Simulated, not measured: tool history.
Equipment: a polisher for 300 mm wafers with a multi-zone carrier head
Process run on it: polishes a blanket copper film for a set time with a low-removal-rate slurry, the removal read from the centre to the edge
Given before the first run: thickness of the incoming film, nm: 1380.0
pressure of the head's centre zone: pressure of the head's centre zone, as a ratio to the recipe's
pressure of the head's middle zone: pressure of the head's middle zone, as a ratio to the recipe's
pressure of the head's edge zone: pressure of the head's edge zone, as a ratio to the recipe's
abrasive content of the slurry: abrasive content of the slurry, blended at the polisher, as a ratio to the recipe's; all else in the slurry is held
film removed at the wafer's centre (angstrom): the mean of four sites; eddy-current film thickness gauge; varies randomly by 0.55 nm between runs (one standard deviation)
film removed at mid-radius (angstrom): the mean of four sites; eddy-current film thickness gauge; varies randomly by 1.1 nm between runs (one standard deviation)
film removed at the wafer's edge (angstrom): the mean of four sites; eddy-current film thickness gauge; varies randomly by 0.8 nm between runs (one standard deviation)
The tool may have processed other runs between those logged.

run  hour  flow of slurry (ml/min)  pressure of the head's centre zone  pressure of the head's middle zone  pressure of the head's edge zone  abrasive content of the slurry  polishing time (s)  film removed at the wafer's centre (angstrom)  film removed at mid-radius (angstrom)  film removed at the wafer's edge (angstrom)
  1     0                      275                                   1                                   1                                 1                               1                  47                                         1171.1                                 1257.5                                       1282.2
  2   6.1                      275                                1.01                                0.97                              0.99                             0.9                  45                                         1074.7                                 1136.4                                       1175.9
  3  13.7                      275                                1.01                                0.89                              0.99                             0.9                  45                                         1087.2                                 1050.7                                       1196.9
  4  16.7                      275                                1.03                                0.88                              0.98                            0.85                  44                                         1068.5                                 1020.5                                       1137.3
  5    24                      275                                1.03                                0.88                              0.91                            0.85                  44                                         1059.5                                 991.23                                       1082.2
  6  30.4                      265                                1.04                                0.87                              0.91                             0.8                  43                                         1027.9                                 952.69                                       1038.7
  7  31.1                      260                                1.05                                0.86                              0.92                            0.75                  42                                         989.72                                  915.9                                       1008.8
  8  32.1                      245                                1.14                                0.81                              0.96                             0.5                  36                                         802.53                                 636.21                                       786.33
  9  33.8                      260                                1.14                                0.82                              0.97                             0.5                  36                                         796.75                                 661.05                                       773.94

Forecast run 10:
     41.1  -- centre zone pressure recalibrated
 10  41.1                      260                                1.14                                0.83                              0.98                            0.55                  36                                              ?                                      ?                                            ?

film removed at the wafer's centre (angstrom): 889.78
film removed at mid-radius (angstrom): 671.27
film removed at the wafer's edge (angstrom): 808.98
